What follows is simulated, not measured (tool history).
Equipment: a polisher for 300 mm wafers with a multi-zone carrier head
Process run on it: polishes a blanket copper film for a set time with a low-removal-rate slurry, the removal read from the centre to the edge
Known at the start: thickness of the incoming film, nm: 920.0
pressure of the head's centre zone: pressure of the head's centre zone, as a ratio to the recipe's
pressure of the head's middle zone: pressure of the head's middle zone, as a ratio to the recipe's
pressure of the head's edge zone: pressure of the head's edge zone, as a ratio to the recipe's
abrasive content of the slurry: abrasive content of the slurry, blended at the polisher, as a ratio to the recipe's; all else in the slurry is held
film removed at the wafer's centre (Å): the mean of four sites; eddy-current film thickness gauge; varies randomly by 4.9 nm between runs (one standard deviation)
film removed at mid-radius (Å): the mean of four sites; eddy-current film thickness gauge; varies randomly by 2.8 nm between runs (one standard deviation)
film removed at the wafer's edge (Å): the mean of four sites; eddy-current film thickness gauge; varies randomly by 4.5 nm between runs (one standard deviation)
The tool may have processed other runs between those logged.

run	hour	flow of slurry (ml/min)	pressure of the head's centre zone	pressure of the head's middle zone	pressure of the head's edge zone	abrasive content of the slurry	polishing time (s)	film removed at the wafer's centre (Å)	film removed at mid-radius (Å)	film removed at the wafer's edge (Å)
1	0	280	1	1	1	1	88	2814.4	2816.7	2690.6
2	5.2	280	1	1	1	1.15	88	2954.5	2898.4	2779.1
3	12.8	290	1.05	1.01	1.04	1.25	89	3193.5	2984.4	2966.2
4	15.1	300	1.1	1.03	1.05	1.35	90	3441.2	3128.9	3081.3
5	22	300	1.1	1.03	1.05	1.45	90	3597.6	3216.8	3135.4
6	23	300	1.1	1.03	1.05	1.5	90	3584.1	3223.5	3145.4
7	28.7	310	1.13	1.03	1.06	1.5	91	3756.1	3236.9	3162.3

Run 8, settings as shown, results not yet in. Your forecast:
8	30.2	310	1.15	1.04	1.08	1.5	92	?	?	?

{"run 8": {"film removed at the wafer's centre (Å)": 3800.5, "film removed at mid-radius (Å)": 3322.8, "film removed at the wafer's edge (Å)": 3313.2}}
